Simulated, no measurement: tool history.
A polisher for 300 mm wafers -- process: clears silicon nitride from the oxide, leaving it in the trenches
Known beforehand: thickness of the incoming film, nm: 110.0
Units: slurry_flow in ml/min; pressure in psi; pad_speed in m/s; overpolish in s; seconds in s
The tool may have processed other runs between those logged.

run    day  slurry_flow  pressure  pad_speed  overpolish  seconds
  1  0.000          225       2.5       0.84          36   188.03
  2  0.204          180       2.5       0.84          36   199.28
  3  0.271          180       2.5       1.04          36   164.45
  4  0.562          205       2.5       1.04          36   157.94
  5  0.912          205       2.5       1.04          39   161.02
  6  1.279          210       2.6       1.04          39   156.25
  7  1.408          210       2.7       1.04          39   150.76

Run 8, settings as shown, results not yet in. Your forecast:
  8  1.475          215       2.8       1.04          39        ?

Run 8 yielded seconds 142.92 s.

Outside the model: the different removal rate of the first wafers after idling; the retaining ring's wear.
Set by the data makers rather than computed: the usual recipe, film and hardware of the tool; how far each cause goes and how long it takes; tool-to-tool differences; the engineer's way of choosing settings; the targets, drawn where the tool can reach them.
